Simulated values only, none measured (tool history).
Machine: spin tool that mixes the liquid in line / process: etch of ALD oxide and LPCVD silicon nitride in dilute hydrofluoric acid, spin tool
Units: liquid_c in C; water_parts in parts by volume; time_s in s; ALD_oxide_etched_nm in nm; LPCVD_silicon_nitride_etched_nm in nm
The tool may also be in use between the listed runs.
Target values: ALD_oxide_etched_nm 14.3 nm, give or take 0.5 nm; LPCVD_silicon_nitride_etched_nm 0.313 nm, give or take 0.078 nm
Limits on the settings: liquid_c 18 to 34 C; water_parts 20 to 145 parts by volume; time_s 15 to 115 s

| run | hour | liquid_c | water_parts | time_s | ALD_oxide_etched_nm | LPCVD_silicon_nitride_etched_nm |
|---|---|---|---|---|---|---|
| 1 | 0 | 26 | 80 | 60 | 18.31 | 0.36062 |
| 2 | 5.8 | 26 | 80 | 85 | 25.943 | 0.4871 |
| 3 | 8.6 | 28 | 80 | 85 | 28.347 | 0.58132 |
| 4 | 10.4 | 26 | 80 | 85 | 25.676 | 0.57662 |
| 5 | 13.5 | 26 | 65 | 85 | 32.996 | 0.59419 |
| 6 | 21.6 | 25 | 70 | 85 | 29.504 | 0.53099 |
| 7 | 29.6 | 24.5 | 75 | 85 | 26.272 | 0.45819 |
| 8 | 34.7 | 24.5 | 80 | 85 | 24.437 | 0.43661 |
| 9 | 36.9 | 24.5 | 85 | 85 | 22.78 | 0.43884 |
| 10 | 44.3 | 24 | 90 | 85 | 20.857 | 0.38577 |

Consider the 4 candidate settings below. Which is the only one whose results all fall within their allowed miss of target?
| A | 51.7 | 18.5 | 75 | 75 | ? | ? |
| B | 51.7 | 18 | 45 | 90 | ? | ? |
| C | 51.7 | 28 | 135 | 80 | ? | ? |
| D | 51.7 | 19.5 | 110 | 75 | ? | ? |

| move | ALD_oxide_etched_nm | LPCVD_silicon_nitride_etched_nm |
|---|---|---|
| A | 18.02 | 0.29518 |
| B | 36.499 | 0.56163 |
| C | 14.495 | 0.33088 |
| D | 12.324 | 0.2178 |
A: nearer the targets than the last run, but a result is still out of spec
B: misses by more than the last run did
C: every result within its allowed miss
D: the result that was furthest off in the last run now lies on the other side of its target
Go with C: it meets all targets.

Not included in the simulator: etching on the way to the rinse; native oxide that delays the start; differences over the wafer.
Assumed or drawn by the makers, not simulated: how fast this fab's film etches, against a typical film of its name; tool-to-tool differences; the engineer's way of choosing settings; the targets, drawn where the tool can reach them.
